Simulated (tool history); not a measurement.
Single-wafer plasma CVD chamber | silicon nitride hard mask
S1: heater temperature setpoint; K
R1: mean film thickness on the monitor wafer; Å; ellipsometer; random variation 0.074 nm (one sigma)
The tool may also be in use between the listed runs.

Run 1, day 0.000: S1 693.15 K, chamber pressure (Torr) 1.46, RF power (kW) 0.320, deposition time (s) 43.1. Result: R1 448.99 Å.
Run 2, day 0.208: S1 693.15 K, chamber pressure (Torr) 1.31, RF power (kW) 0.320, deposition time (s) 43.1. Result: R1 432.65 Å.
Run 3, day 0.346: S1 685.15 K, chamber pressure (Torr) 1.31, RF power (kW) 0.320, deposition time (s) 43.1. Result: R1 434.49 Å.
Run 4, day 0.579: S1 685.15 K, chamber pressure (Torr) 1.20, RF power (kW) 0.300, deposition time (s) 43.1. Result: R1 404.21 Å.
Run 5, day 0.729: S1 685.15 K, chamber pressure (Torr) 1.12, RF power (kW) 0.290, deposition time (s) 43.1. Result: R1 384.23 Å.
Run 6, day 0.912: S1 685.15 K, chamber pressure (Torr) 1.06, RF power (kW) 0.285, deposition time (s) 43.1. Result: R1 371.56 Å.
Run 7, day 1.121: S1 685.15 K, chamber pressure (Torr) 1.02, RF power (kW) 0.285, deposition time (s) 43.1. Result: R1 366.07 Å.

The next listed run, before its measurement:
Run 8, day 1.204: S1 685.15 K, chamber pressure (Torr) 1.02, RF power (kW) 0.285, deposition time (s) 43.1. Result: R1 ?.

{"run 8": {"R1": 366.12}}
